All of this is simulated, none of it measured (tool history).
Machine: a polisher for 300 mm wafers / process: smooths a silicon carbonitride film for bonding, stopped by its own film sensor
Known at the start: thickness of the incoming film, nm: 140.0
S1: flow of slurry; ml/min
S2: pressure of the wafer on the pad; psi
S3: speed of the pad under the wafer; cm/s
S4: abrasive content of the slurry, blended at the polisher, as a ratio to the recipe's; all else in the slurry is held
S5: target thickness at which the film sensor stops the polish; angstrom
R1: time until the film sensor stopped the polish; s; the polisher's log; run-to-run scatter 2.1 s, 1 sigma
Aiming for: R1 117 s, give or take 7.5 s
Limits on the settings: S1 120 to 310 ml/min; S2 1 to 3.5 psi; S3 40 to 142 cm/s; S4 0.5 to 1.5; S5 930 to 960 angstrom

{"run": 1, "day": 0.0, "S1": 200, "S2": 2.2, "S3": 90, "S4": 1, "S5": 960, "R1": 155.07}
{"run": 2, "day": 0.35, "S1": 200, "S2": 2.2, "S3": 90, "S4": 1.15, "S5": 960, "R1": 142.71}
{"run": 3, "day": 0.7, "S1": 200, "S2": 2.2, "S3": 90, "S4": 1.25, "S5": 960, "R1": 139.41}
{"run": 4, "day": 0.925, "S1": 165, "S2": 2.2, "S3": 90, "S4": 1.25, "S5": 960, "R1": 145.47}
{"run": 5, "day": 1.192, "S1": 175, "S2": 2.4, "S3": 92, "S4": 1.25, "S5": 960, "R1": 127.95}
{"run": 6, "day": 1.254, "S1": 135, "S2": 2.4, "S3": 92, "S4": 1.25, "S5": 960, "R1": 140.1}
{"run": 7, "day": 1.35, "S1": 140, "S2": 2.4, "S3": 92, "S4": 1.25, "S5": 960, "R1": 138.64}
{"run": 8, "day": 1.521, "S1": 145, "S2": 2.4, "S3": 92, "S4": 1.25, "S5": 960, "R1": 138.85}

4 next moves are on the table. One of them brings every result within its allowed miss. Which?
{"run": "A", "day": 1.692, "S1": 120, "S2": 2.5, "S3": 70, "S4": 1.35, "S5": 930, "R1": "?"}
{"run": "B", "day": 1.692, "S1": 165, "S2": 2.8, "S3": 104, "S4": 1.4, "S5": 960, "R1": "?"}
{"run": "C", "day": 1.692, "S1": 165, "S2": 2.1, "S3": 84, "S4": 1.4, "S5": 930, "R1": "?"}
{"run": "D", "day": 1.692, "S1": 215, "S2": 2.9, "S3": 102, "S4": 0.85, "S5": 960, "R1": "?"}

move=A R1=167.34
move=B R1=100.58
move=C R1=155.7
move=D R1=116.43
A: its largest miss is bigger than the last run's
B: takes the result that was furthest off past its target
C: its largest miss is bigger than the last run's
D: meets every target
Correct choice: D, which meets every target
